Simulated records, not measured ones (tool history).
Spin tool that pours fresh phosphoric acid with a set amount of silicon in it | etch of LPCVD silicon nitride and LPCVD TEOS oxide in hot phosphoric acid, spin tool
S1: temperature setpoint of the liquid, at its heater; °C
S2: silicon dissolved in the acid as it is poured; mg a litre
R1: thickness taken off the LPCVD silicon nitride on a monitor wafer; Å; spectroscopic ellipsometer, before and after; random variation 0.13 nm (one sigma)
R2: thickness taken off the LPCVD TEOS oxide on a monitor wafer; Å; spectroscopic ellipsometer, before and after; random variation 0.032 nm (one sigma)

{"run": 1, "hour": 0.0, "S1": 161, "S2": 11.5, "time under the liquid (s)": 130, "R1": 107.78, "R2": 4.1662}
{"run": 2, "hour": 4.1, "S1": 163, "S2": 11.5, "time under the liquid (s)": 130, "R1": 114.27, "R2": 4.4672}
{"run": 3, "hour": 5.1, "S1": 161, "S2": 11.5, "time under the liquid (s)": 130, "R1": 109.88, "R2": 4.3086}
{"run": 4, "hour": 13.2, "S1": 163, "S2": 11.5, "time under the liquid (s)": 130, "R1": 116.44, "R2": 4.0452}
{"run": 5, "hour": 13.7, "S1": 163.5, "S2": 9.5, "time under the liquid (s)": 135, "R1": 123.54, "R2": 5.1757}
{"run": 6, "hour": 18.3, "S1": 163.5, "S2": 4.5, "time under the liquid (s)": 135, "R1": 119.8, "R2": 5.2521}
{"run": 7, "hour": 19.2, "S1": 164, "S2": 6, "time under the liquid (s)": 140, "R1": 128.89, "R2": 6.0545}

The next listed run, before its measurement:
{"hour": 28.1, "done": "heated supply line repaired"}
{"run": 8, "hour": 28.1, "S1": 164.5, "S2": 8, "time under the liquid (s)": 140, "R1": "?", "R2": "?"}

Run 8 gave R1 139.63 Å, R2 7.4613 Å.

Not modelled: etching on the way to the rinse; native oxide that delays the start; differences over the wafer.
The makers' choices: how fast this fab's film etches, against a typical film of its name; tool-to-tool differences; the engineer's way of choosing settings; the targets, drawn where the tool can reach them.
